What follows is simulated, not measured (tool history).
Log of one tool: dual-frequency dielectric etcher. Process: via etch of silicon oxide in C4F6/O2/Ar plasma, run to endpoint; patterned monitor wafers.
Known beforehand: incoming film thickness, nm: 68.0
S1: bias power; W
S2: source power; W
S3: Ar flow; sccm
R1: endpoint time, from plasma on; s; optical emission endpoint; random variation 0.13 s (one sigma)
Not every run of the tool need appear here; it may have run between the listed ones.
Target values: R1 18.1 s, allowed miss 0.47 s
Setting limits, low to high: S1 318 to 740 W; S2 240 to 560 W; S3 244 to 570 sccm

run  hour   S1   S2   S3      R1
  1     0  529  400  407   15.71
  2   5.2  508  390  408  16.202
  3   6.1  492  390  409  16.243
  4  11.3  475  380  410  16.633
  5  17.6  475  380  435  16.723
  6  24.9  475  340  435  17.402
  7  29.1  469  340  435  17.338
  8  31.9  462  340  436  17.526
  9    36  457  340  436   17.59
 10  38.4  453  340  436  17.791

4 candidate next runs follow, results not yet known. Just one meets every target within its allowed miss. Identify it.
  A  40.8  441  370  392   ?
  B  40.8  413  340  418   ?
  C  40.8  522  310  417   ?
  D  40.8  543  300  408   ?

move      R1
   A   16.97
   B  18.028
   C  17.037
   D  16.895
A: its largest miss is bigger than the last run's
B: every result lands within tolerance
C: its largest miss is bigger than the last run's
D: its largest miss is bigger than the last run's
Correct choice: B, which meets every target
